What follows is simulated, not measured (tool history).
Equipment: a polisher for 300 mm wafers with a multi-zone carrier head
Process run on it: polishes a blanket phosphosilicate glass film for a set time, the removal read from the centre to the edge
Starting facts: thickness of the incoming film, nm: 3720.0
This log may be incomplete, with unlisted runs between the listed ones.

| run | hour | flow of slurry (ml/min) | pressure of the head's centre zone | pressure of the head's middle zone | pressure of the head's edge zone | abrasive content of the slurry | polishing time (s) | film removed at the wafer's centre (nm) | film removed at mid-radius (nm) | film removed at the wafer's edge (nm) |
|---|---|---|---|---|---|---|---|---|---|---|
| 1 | 0 | 285 | 1 | 1 | 1 | 1 | 79 | 654.46 | 642.61 | 651.48 |
| 2 | 2.4 | 285 | 1 | 1 | 0.93 | 1 | 79 | 655.41 | 632.74 | 621.97 |
| 3 | 5.9 | 285 | 1 | 1.07 | 0.93 | 1 | 79 | 649.99 | 671.68 | 633.26 |
| 4 | 9.5 | 285 | 1 | 1.02 | 0.93 | 1 | 79 | 642.03 | 648.14 | 637.97 |
| 5 | 11.4 | 285 | 1.05 | 1.02 | 0.93 | 1 | 79 | 667.72 | 644.86 | 634.58 |
| 6 | 19.4 | 255 | 0.97 | 0.98 | 1.02 | 0.9 | 79 | 589.8 | 590.3 | 628.69 |

What does the tool deliver on the next run?
| 7 | 24 | 240 | 0.92 | 0.95 | 1 | 0.85 | 79 | ? | ? | ? |

film removed at the wafer's centre (nm): 542.38
film removed at mid-radius (nm): 543.52
film removed at the wafer's edge (nm): 583.78
